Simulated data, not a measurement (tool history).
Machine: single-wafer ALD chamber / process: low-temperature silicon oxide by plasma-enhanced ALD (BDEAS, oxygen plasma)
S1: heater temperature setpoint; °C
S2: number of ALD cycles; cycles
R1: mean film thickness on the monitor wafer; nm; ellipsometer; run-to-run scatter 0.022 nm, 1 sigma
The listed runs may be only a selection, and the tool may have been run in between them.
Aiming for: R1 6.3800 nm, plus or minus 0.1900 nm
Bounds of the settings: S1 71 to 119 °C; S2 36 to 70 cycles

run,hour,S1,S2,R1
1,0.0,95,53,8.0025
2,4.0,95,56,8.4863
3,7.4,97,53,7.9862
4,12.2,98,50,7.4623
5,14.8,100,48,7.1564
6,21.7,96,48,7.2645
# hour 22.3: thermocouple changed; heater temperature recalibrated
7,22.3,98,47,7.0082
8,30.5,99,46,6.8179
9,36.1,100,45,6.6282
10,40.0,101,45,6.6071

4 candidate next runs follow, results not yet known. Just one meets every target within its allowed miss. Identify it.
A,43.9,105,41,?
B,43.9,95,43,?
C,43.9,106,41,?
D,43.9,97,46,?

move,R1
A,5.9874
B,6.4408
C,5.9774
D,6.8456
A: takes the result that was furthest off past its target
B: every result lands within tolerance
C: takes the result that was furthest off past its target
D: the biggest miss grows against the last run
B is the move that brings every result within its allowed miss.
